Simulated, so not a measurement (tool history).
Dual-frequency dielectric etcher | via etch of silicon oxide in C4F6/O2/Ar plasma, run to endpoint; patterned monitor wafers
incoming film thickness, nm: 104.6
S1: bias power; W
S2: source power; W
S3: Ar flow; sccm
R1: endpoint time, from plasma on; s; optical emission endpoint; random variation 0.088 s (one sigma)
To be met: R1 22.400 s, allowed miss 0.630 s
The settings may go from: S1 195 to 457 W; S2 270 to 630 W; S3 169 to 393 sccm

run 1 hour=0.0 | S1=326 S2=450 S3=281 | R1=26.382
run 2 hour=0.9 | S1=326 S2=410 S3=281 | R1=27.933
run 3 hour=9.2 | S1=304 S2=410 S3=281 | R1=28.539
run 4 hour=15.5 | S1=322 S2=420 S3=279 | R1=27.914
run 5 hour=16.7 | S1=336 S2=440 S3=278 | R1=26.398
run 6 hour=20.4 | S1=350 S2=450 S3=277 | R1=25.734
run 7 hour=24.8 | S1=362 S2=460 S3=276 | R1=25.145
run 8 hour=27.7 | S1=372 S2=470 S3=275 | R1=24.483
run 9 hour=29.4 | S1=380 S2=470 S3=275 | R1=24.552
run 10 hour=30.7 | S1=387 S2=480 S3=274 | R1=24.076
run 11 hour=32.8 | S1=394 S2=480 S3=274 | R1=23.864
run 12 hour=35.9 | S1=400 S2=480 S3=274 | R1=23.925
run 13 hour=41.5 | S1=404 S2=490 S3=273 | R1=23.225
run 14 hour=47.1 | S1=407 S2=490 S3=273 | R1=23.396
run 15 hour=48.7 | S1=411 S2=490 S3=273 | R1=23.354

4 next moves are on the table. One of them brings every result within its allowed miss. Which?
run A hour=50.3 | S1=379 S2=420 S3=280 | R1=?
run B hour=50.3 | S1=350 S2=490 S3=309 | R1=?
run C hour=50.3 | S1=420 S2=520 S3=288 | R1=?
run D hour=50.3 | S1=396 S2=470 S3=261 | R1=?

move=A R1=26.168
move=B R1=25.019
move=C R1=22.554
move=D R1=23.948
A: further off than the last run
B: further off than the last run
C: meets every target
D: further off than the last run
The right move is C.

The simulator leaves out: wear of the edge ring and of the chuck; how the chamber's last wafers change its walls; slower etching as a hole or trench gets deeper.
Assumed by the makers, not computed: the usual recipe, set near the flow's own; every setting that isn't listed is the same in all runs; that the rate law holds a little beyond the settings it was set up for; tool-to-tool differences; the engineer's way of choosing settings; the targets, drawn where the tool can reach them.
